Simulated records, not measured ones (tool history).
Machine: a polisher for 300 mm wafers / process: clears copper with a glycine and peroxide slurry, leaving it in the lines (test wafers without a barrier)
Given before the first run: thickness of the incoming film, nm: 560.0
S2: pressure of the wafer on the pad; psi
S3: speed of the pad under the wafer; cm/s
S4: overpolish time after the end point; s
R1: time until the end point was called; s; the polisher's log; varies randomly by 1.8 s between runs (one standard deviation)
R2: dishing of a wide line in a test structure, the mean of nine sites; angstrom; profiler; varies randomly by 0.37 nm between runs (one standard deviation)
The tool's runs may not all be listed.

{"run": 1, "hour": 0.0, "flow of slurry (ml/min)": 225, "S2": 3.4, "S3": 92, "S4": 20, "R1": 92.399, "R2": 673.49}
{"run": 2, "hour": 4.5, "flow of slurry (ml/min)": 280, "S2": 3.4, "S3": 92, "S4": 20, "R1": 88.954, "R2": 701.38}
{"run": 3, "hour": 8.4, "flow of slurry (ml/min)": 280, "S2": 4.0, "S3": 92, "S4": 20, "R1": 80.657, "R2": 780.5}
{"run": 4, "hour": 16.9, "flow of slurry (ml/min)": 280, "S2": 4.0, "S3": 92, "S4": 14, "R1": 78.167, "R2": 593.56}
{"run": 5, "hour": 24.2, "flow of slurry (ml/min)": 230, "S2": 4.0, "S3": 92, "S4": 14, "R1": 80.604, "R2": 569.76}
{"run": 6, "hour": 26.6, "flow of slurry (ml/min)": 230, "S2": 4.0, "S3": 92, "S4": 19, "R1": 79.884, "R2": 725.92}
{"run": 7, "hour": 35.2, "flow of slurry (ml/min)": 210, "S2": 3.6, "S3": 92, "S4": 16, "R1": 92.919, "R2": 576.22}
{"run": 8, "hour": 41.7, "flow of slurry (ml/min)": 240, "S2": 3.3, "S3": 90, "S4": 14, "R1": 93.828, "R2": 486.81}
{"run": 9, "hour": 47.3, "flow of slurry (ml/min)": 240, "S2": 3.3, "S3": 90, "S4": 14, "R1": 98.647, "R2": 503.39}
{"run": 10, "hour": 49.4, "flow of slurry (ml/min)": 220, "S2": 3.1, "S3": 92, "S4": 12, "R1": 99.56, "R2": 413.84}
{"run": 11, "hour": 51.1, "flow of slurry (ml/min)": 220, "S2": 3.1, "S3": 92, "S4": 12, "R1": 101.03, "R2": 425.94}
{"run": 12, "hour": 56.5, "flow of slurry (ml/min)": 205, "S2": 2.8, "S3": 98, "S4": 11, "R1": 103.45, "R2": 369.56}
{"run": 13, "hour": 62.3, "flow of slurry (ml/min)": 205, "S2": 2.6, "S3": 100, "S4": 10, "R1": 108.68, "R2": 328.3}
{"run": 14, "hour": 67.0, "flow of slurry (ml/min)": 205, "S2": 2.5, "S3": 102, "S4": 10, "R1": 110.05, "R2": 312.49}
{"run": 15, "hour": 74.2, "flow of slurry (ml/min)": 205, "S2": 2.4, "S3": 104, "S4": 10, "R1": 113.73, "R2": 312.13}
{"run": 16, "hour": 75.7, "flow of slurry (ml/min)": 215, "S2": 2.5, "S3": 96, "S4": 6, "R1": 115.27, "R2": 195.1}

What does the tool deliver on the next run?
{"run": 17, "hour": 78.6, "flow of slurry (ml/min)": 205, "S2": 2.5, "S3": 96, "S4": 6, "R1": "?", "R2": "?"}

R1: 117.540 s
R2: 191.00 angstrom
